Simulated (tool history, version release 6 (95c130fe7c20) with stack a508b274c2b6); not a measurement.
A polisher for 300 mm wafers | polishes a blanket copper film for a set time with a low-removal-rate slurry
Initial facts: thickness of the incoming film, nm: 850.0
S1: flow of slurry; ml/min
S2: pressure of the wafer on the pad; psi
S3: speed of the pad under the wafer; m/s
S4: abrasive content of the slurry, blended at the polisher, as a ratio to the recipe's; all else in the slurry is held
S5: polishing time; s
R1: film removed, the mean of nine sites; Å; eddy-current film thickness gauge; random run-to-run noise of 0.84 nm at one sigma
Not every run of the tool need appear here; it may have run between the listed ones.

| run | hour | S1 | S2 | S3 | S4 | S5 | R1 |
|---|---|---|---|---|---|---|---|
| 1 | 0.0 | 230 | 3.0 | 1.40 | 1.0 | 29 | 1239.60 |
| 2 | 6.2 | 230 | 2.6 | 1.38 | 1.0 | 29 | 1073.20 |
| 3 | 10.2 | 230 | 2.3 | 1.38 | 1.0 | 29 | 974.71 |
| 4 | 16.2 | 230 | 2.1 | 1.38 | 1.0 | 29 | 867.42 |
| 5 | 19.6 | 230 | 2.0 | 1.38 | 1.0 | 29 | 850.65 |
| 6 | 23.3 | 230 | 2.0 | 1.38 | 1.0 | 29 | 838.51 |

What will run 7 give?
| 7 | 25.8 | 230 | 1.9 | 1.38 | 1.0 | 29 | ? |

R1: 795.90 Å
